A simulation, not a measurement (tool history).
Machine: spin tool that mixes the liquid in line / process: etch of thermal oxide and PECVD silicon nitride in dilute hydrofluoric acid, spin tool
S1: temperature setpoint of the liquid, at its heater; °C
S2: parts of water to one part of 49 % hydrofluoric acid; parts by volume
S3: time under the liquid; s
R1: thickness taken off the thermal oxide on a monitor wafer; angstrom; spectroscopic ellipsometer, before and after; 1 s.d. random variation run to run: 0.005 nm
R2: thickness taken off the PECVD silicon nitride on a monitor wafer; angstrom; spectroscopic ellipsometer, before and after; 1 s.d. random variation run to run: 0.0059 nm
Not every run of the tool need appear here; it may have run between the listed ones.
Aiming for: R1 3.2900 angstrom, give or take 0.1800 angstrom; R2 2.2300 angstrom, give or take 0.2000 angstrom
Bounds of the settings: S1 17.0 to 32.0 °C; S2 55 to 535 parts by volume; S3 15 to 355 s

run 1 hour=0.0 | S1=24.0 S2=295 S3=180 | R1=23.6280 R2=15.5160
run 2 hour=3.2 | S1=27.5 S2=295 S3=180 | R1=26.4290 R2=19.4790
run 3 hour=8.2 | S1=27.5 S2=390 S3=180 | R1=18.6390 R2=14.1450
run 4 hour=9.7 | S1=27.5 S2=290 S3=180 | R1=26.6310 R2=18.6410
run 5 hour=11.2 | S1=27.5 S2=200 S3=180 | R1=43.3080 R2=27.8340
run 6 hour=16.5 | S1=25.5 S2=260 S3=160 | R1=26.5610 R2=17.8090
run 7 hour=24.6 | S1=24.0 S2=305 S3=140 | R1=17.8910 R2=11.8580
run 8 hour=30.5 | S1=23.0 S2=345 S3=125 | R1=12.8670 R2=8.7291
run 9 hour=38.6 | S1=22.0 S2=380 S3=115 | R1=10.2350 R2=6.5430
run 10 hour=43.1 | S1=22.0 S2=410 S3=100 | R1=8.0821 R2=5.4486
run 11 hour=44.7 | S1=21.5 S2=435 S3=95 | R1=6.9046 R2=4.7613
run 12 hour=46.4 | S1=21.0 S2=455 S3=90 | R1=6.1089 R2=4.1898
run 13 hour=47.4 | S1=20.5 S2=470 S3=85 | R1=5.3913 R2=3.7729
run 14 hour=55.4 | S1=20.0 S2=480 S3=80 | R1=4.8251 R2=3.4388
run 15 hour=60.7 | S1=19.5 S2=485 S3=75 | R1=4.4310 R2=3.1053
run 16 hour=63.4 | S1=19.0 S2=490 S3=75 | R1=4.3166 R2=2.8684
run 17 hour=71.3 | S1=19.0 S2=500 S3=75 | R1=4.0892 R2=2.9531
run 18 hour=77.3 | S1=18.5 S2=500 S3=70 | R1=3.8534 R2=2.5356
run 19 hour=80.2 | S1=18.5 S2=505 S3=70 | R1=3.7067 R2=2.6385
run 20 hour=84.5 | S1=18.0 S2=505 S3=70 | R1=3.6773 R2=2.5113

Which single option among these 5 for the next run brings every result within its allowed miss of target? Just one does.
run A hour=88.8 | S1=17.0 S2=535 S3=70 | R1=? R2=?
run B hour=88.8 | S1=19.0 S2=535 S3=75 | R1=? R2=?
run C hour=88.8 | S1=17.0 S2=335 S3=45 | R1=? R2=?
run D hour=88.8 | S1=29.0 S2=535 S3=50 | R1=? R2=?
run E hour=88.8 | S1=19.0 S2=525 S3=85 | R1=? R2=?

move=A R1=3.2404 R2=2.2857
move=B R1=3.7130 R2=2.7664
move=C R1=3.8726 R2=2.2836
move=D R1=3.3667 R2=3.2627
move=E R1=4.3202 R2=3.1921
A: every result lands within tolerance
B: the biggest miss grows against the last run
C: the biggest miss grows against the last run
D: gets the furthest-off result to its target, but another result is out of tolerance
E: the biggest miss grows against the last run
Go with A: it meets all targets.
